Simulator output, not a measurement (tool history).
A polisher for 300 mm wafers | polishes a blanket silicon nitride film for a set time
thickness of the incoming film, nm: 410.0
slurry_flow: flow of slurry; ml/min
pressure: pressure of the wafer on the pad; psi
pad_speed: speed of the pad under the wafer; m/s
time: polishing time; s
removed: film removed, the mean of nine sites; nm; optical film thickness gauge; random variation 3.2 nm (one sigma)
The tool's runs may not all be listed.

run,hour,slurry_flow,pressure,pad_speed,time,removed
1,0,170,2.7,1.06,96,142.61
2,6.4,170,2.9,1.06,96,154.53
3,14.7,170,2.9,0.9,96,132.34
4,19.1,170,2.9,0.7,96,109.71
5,21.7,170,3.1,0.76,96,126.2
6,27.7,170,3.6,0.76,96,142.44
7,35.8,170,3.7,0.82,96,158.65
8,38.3,170,3.7,0.82,96,155.39
9,41.8,170,3.8,0.86,96,167.18
10,46.1,170,3.9,0.9,96,180.12
11,53.1,170,3.9,0.92,96,183.76

Run 12 comes next. What will it give?
12,58.4,170,3.9,0.94,96,?

Run 12 gave removed 181.65 nm.
